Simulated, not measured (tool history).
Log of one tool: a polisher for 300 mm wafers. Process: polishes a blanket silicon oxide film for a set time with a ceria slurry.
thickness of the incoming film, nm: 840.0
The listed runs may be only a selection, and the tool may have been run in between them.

run,hour,flow of slurry (ml/min),pressure of the wafer on the pad (kPa),speed of the pad under the wafer (m/s),polishing time (s),film removed (nm)
1,0.0,315,21.4,1.40,66,464.37
2,6.5,315,21.4,1.26,66,419.85
3,10.0,315,22.1,1.26,66,419.28
4,14.9,315,22.1,1.00,66,368.95
5,17.1,315,23.4,1.00,66,382.66
6,21.6,380,23.4,1.00,66,388.80
7,30.0,380,24.8,1.00,66,410.77
# hour 34.0: slurry nozzle cleaned
8,34.0,380,26.2,1.00,66,433.52

What does the tool deliver on the next run?
9,36.7,380,26.9,1.00,66,?

film removed (nm): 447.22
